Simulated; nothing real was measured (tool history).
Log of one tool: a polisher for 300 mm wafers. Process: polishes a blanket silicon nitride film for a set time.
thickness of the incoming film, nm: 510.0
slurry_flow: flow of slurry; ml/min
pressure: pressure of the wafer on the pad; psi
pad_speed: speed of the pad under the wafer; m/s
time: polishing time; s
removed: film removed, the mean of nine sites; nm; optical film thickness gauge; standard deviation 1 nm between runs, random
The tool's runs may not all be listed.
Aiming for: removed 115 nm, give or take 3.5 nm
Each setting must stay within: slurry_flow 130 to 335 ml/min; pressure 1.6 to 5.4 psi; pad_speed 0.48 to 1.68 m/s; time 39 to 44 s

run 1 hour=0 | slurry_flow=215 pressure=3.5 pad_speed=1.08 time=44 | removed=93.677
run 2 hour=5.4 | slurry_flow=185 pressure=3.5 pad_speed=1.08 time=44 | removed=91.76
run 3 hour=7.9 | slurry_flow=135 pressure=3.5 pad_speed=1.08 time=44 | removed=85.97
run 4 hour=14.1 | slurry_flow=165 pressure=3.7 pad_speed=1.08 time=44 | removed=95.08
run 5 hour=21.7 | slurry_flow=190 pressure=3.8 pad_speed=1.08 time=44 | removed=98.501
run 6 hour=27.5 | slurry_flow=145 pressure=3.8 pad_speed=1.08 time=44 | removed=95.869
run 7 hour=35.3 | slurry_flow=165 pressure=3.9 pad_speed=1.08 time=44 | removed=99.481
run 8 hour=39.3 | slurry_flow=185 pressure=4 pad_speed=1.08 time=44 | removed=104.24
run 9 hour=47.2 | slurry_flow=195 pressure=4.1 pad_speed=1.08 time=44 | removed=109.09
run 10 hour=52.2 | slurry_flow=200 pressure=4.1 pad_speed=1.08 time=44 | removed=108.81
run 11 hour=58.8 | slurry_flow=205 pressure=4.1 pad_speed=1.08 time=44 | removed=109.66
run 12 hour=64.9 | slurry_flow=210 pressure=4.1 pad_speed=1.08 time=44 | removed=107.51

Exercise: of the 4 proposed moves below, exactly one satisfies all targets within the stated allowed misses. Which move is it?
run A hour=71 | slurry_flow=190 pressure=3.6 pad_speed=1.2 time=44 | removed=?
run B hour=71 | slurry_flow=180 pressure=4.1 pad_speed=1 time=44 | removed=?
run C hour=71 | slurry_flow=175 pressure=4.9 pad_speed=1 time=43 | removed=?
run D hour=71 | slurry_flow=200 pressure=4.5 pad_speed=0.96 time=41 | removed=?

move=A removed=102.75
move=B removed=99.373
move=C removed=114.22
move=D removed=99.43
A: moves away from the targets compared with the last run
B: moves away from the targets compared with the last run
C: all results land within tolerance of their targets
D: moves away from the targets compared with the last run
The move that meets every target is C.
